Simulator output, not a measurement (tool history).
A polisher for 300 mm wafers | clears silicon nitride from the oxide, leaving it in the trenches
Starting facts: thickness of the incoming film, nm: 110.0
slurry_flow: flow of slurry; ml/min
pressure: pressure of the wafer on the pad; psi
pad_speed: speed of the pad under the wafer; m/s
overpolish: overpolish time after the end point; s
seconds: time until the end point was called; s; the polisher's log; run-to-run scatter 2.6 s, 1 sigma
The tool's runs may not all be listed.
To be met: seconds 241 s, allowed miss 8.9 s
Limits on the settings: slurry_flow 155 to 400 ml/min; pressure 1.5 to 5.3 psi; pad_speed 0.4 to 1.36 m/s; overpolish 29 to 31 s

{"run": 1, "hour": 0.0, "slurry_flow": 255, "pressure": 3.4, "pad_speed": 0.88, "overpolish": 29, "seconds": 106.61}
{"run": 2, "hour": 3.7, "slurry_flow": 255, "pressure": 3.1, "pad_speed": 0.84, "overpolish": 29, "seconds": 121.53}
{"run": 3, "hour": 11.0, "slurry_flow": 255, "pressure": 2.8, "pad_speed": 0.8, "overpolish": 29, "seconds": 143.17}
{"run": 4, "hour": 14.3, "slurry_flow": 255, "pressure": 2.6, "pad_speed": 0.78, "overpolish": 29, "seconds": 158.17}
{"run": 5, "hour": 23.2, "slurry_flow": 255, "pressure": 2.6, "pad_speed": 0.68, "overpolish": 29, "seconds": 176.46}
{"run": 6, "hour": 27.7, "slurry_flow": 205, "pressure": 2.6, "pad_speed": 0.68, "overpolish": 29, "seconds": 179.67}
{"run": 7, "hour": 33.0, "slurry_flow": 205, "pressure": 1.6, "pad_speed": 0.66, "overpolish": 29, "seconds": 298.29}
{"run": 8, "hour": 38.6, "slurry_flow": 215, "pressure": 1.7, "pad_speed": 0.66, "overpolish": 29, "seconds": 279.15}
{"run": 9, "hour": 41.0, "slurry_flow": 220, "pressure": 1.7, "pad_speed": 0.66, "overpolish": 29, "seconds": 277.06}
{"run": 10, "hour": 45.8, "slurry_flow": 230, "pressure": 1.7, "pad_speed": 0.66, "overpolish": 29, "seconds": 271.54}
{"run": 11, "hour": 54.0, "slurry_flow": 240, "pressure": 1.7, "pad_speed": 0.66, "overpolish": 29, "seconds": 272.39}
{"run": 12, "hour": 57.7, "slurry_flow": 250, "pressure": 1.7, "pad_speed": 0.66, "overpolish": 29, "seconds": 270.77}
{"run": 13, "hour": 61.2, "slurry_flow": 255, "pressure": 1.7, "pad_speed": 0.66, "overpolish": 29, "seconds": 274.81}
{"run": 14, "hour": 62.6, "slurry_flow": 255, "pressure": 1.8, "pad_speed": 0.66, "overpolish": 29, "seconds": 258.49}
{"run": 15, "hour": 66.5, "slurry_flow": 260, "pressure": 1.8, "pad_speed": 0.66, "overpolish": 29, "seconds": 256.34}
{"run": 16, "hour": 69.8, "slurry_flow": 265, "pressure": 1.8, "pad_speed": 0.66, "overpolish": 29, "seconds": 256.25}
{"run": 17, "hour": 75.7, "slurry_flow": 270, "pressure": 1.8, "pad_speed": 0.66, "overpolish": 29, "seconds": 256.89}

4 candidate next runs follow, results not yet known. Just one meets every target within its allowed miss. Identify it.
{"run": "A", "hour": 81.6, "slurry_flow": 310, "pressure": 1.7, "pad_speed": 0.66, "overpolish": 29, "seconds": "?"}
{"run": "B", "hour": 81.6, "slurry_flow": 255, "pressure": 2, "pad_speed": 0.64, "overpolish": 31, "seconds": "?"}
{"run": "C", "hour": 81.6, "slurry_flow": 325, "pressure": 2.1, "pad_speed": 0.62, "overpolish": 29, "seconds": "?"}
{"run": "D", "hour": 81.6, "slurry_flow": 230, "pressure": 2.1, "pad_speed": 0.52, "overpolish": 29, "seconds": "?"}

move=A seconds=268.34
move=B seconds=240.69
move=C seconds=230.66
move=D seconds=276.24
A: misses by more than the last run did
B: every result lands within tolerance
C: takes the result that was furthest off past its target
D: misses by more than the last run did
Answer: B

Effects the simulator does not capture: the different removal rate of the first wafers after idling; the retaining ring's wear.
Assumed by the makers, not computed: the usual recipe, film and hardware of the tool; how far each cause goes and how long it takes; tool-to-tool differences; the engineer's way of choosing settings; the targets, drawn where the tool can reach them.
